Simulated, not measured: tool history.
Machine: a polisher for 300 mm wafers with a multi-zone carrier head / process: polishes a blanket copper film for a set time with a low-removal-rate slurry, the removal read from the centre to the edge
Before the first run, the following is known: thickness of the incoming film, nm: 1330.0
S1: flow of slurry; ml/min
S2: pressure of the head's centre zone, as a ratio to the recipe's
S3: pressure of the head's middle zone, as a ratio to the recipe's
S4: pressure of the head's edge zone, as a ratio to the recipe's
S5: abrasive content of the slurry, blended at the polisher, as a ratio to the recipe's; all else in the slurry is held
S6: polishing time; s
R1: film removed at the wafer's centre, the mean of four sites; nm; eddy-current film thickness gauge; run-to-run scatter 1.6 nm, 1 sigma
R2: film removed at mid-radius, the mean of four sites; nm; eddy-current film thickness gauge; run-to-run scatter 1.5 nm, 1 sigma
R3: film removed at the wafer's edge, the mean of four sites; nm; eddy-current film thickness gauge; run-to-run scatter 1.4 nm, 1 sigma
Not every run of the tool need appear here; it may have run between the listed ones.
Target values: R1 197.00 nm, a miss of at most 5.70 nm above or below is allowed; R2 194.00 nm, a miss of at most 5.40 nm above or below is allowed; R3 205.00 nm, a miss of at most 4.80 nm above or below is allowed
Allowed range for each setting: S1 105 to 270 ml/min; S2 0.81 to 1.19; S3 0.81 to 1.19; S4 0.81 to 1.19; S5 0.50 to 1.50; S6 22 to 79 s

run	hour	S1	S2	S3	S4	S5	S6	R1	R2	R3
1	0.0	175	1.00	1.00	1.00	1.00	50	155.69	157.24	157.21
2	6.5	180	1.01	1.00	1.03	1.10	50	162.53	161.94	163.53
3	13.5	185	1.01	1.00	1.05	1.15	50	164.99	165.39	167.03
4	19.7	185	1.01	1.04	1.05	1.15	50	165.01	170.12	167.55
5	22.2	185	1.01	1.04	1.05	1.15	44	145.59	149.72	146.52
6	24.8	185	1.01	1.03	1.07	1.20	45	150.12	151.75	153.36
7	33.2	190	1.01	1.03	1.09	1.25	46	154.77	156.81	159.11
8	39.7	190	1.01	1.03	1.10	1.30	47	158.95	163.85	165.15
9	40.8	230	1.06	0.99	1.19	1.50	53	196.46	187.85	199.73

Which of these 5 next moves meets every target?
A	41.9	200	1.05	0.94	1.19	1.50	54	?	?	?
B	41.9	270	1.06	0.86	1.05	1.50	54	?	?	?
C	41.9	200	1.04	0.92	1.19	1.50	55	?	?	?
D	41.9	255	1.02	0.99	1.16	1.25	56	?	?	?
E	41.9	185	1.03	0.92	1.19	1.50	55	?	?	?

move	R1	R2	R3
A	198.07	182.40	204.07
B	206.10	177.39	195.57
C	199.83	183.28	207.89
D	197.17	192.60	204.36
E	196.27	181.92	206.74
A: moves away from the targets compared with the last run
B: moves away from the targets compared with the last run
C: moves away from the targets compared with the last run
D: every result within its allowed miss
E: moves away from the targets compared with the last run
The right move is D.
